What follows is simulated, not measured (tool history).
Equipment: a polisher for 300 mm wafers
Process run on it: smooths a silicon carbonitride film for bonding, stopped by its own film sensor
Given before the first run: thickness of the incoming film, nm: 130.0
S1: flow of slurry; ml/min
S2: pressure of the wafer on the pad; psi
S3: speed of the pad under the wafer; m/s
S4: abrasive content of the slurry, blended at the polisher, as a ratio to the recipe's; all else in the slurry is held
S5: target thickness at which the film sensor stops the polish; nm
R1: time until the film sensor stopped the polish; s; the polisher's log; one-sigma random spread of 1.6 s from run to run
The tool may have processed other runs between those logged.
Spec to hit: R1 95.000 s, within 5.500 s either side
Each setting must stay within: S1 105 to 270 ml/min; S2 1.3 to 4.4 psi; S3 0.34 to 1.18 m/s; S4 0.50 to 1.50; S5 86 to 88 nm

| run | hour | S1 | S2 | S3 | S4 | S5 | R1 |
|---|---|---|---|---|---|---|---|
| 1 | 0.0 | 175 | 2.8 | 0.76 | 1.00 | 88 | 137.970 |
| 2 | 3.4 | 175 | 3.0 | 0.76 | 1.00 | 88 | 126.360 |
| 3 | 5.2 | 175 | 3.0 | 0.76 | 1.00 | 88 | 128.850 |
| 4 | 10.9 | 175 | 3.0 | 0.76 | 1.00 | 86 | 137.800 |
| 5 | 11.5 | 210 | 3.0 | 0.76 | 1.00 | 86 | 133.420 |
| 6 | 12.6 | 210 | 3.2 | 0.76 | 1.00 | 86 | 118.770 |
| 7 | 13.8 | 210 | 3.7 | 0.78 | 1.00 | 86 | 101.940 |
| 8 | 21.1 | 215 | 3.8 | 0.78 | 1.00 | 86 | 103.160 |

5 candidate next runs follow, results not yet known. Just one meets every target within its allowed miss. Identify it.
| A | 28.4 | 160 | 4.0 | 0.90 | 0.85 | 88 | ? |
| B | 28.4 | 245 | 3.7 | 0.58 | 1.25 | 86 | ? |
| C | 28.4 | 215 | 3.8 | 0.74 | 0.95 | 86 | ? |
| D | 28.4 | 200 | 4.1 | 0.68 | 0.95 | 86 | ? |
| E | 28.4 | 195 | 4.1 | 0.56 | 1.20 | 86 | ? |

| move | R1 |
|---|---|
| A | 94.893 |
| B | 118.310 |
| C | 110.090 |
| D | 110.370 |
| E | 115.220 |
A: meets every target
B: the biggest miss grows against the last run
C: the biggest miss grows against the last run
D: the biggest miss grows against the last run
E: the biggest miss grows against the last run
A meets every target.
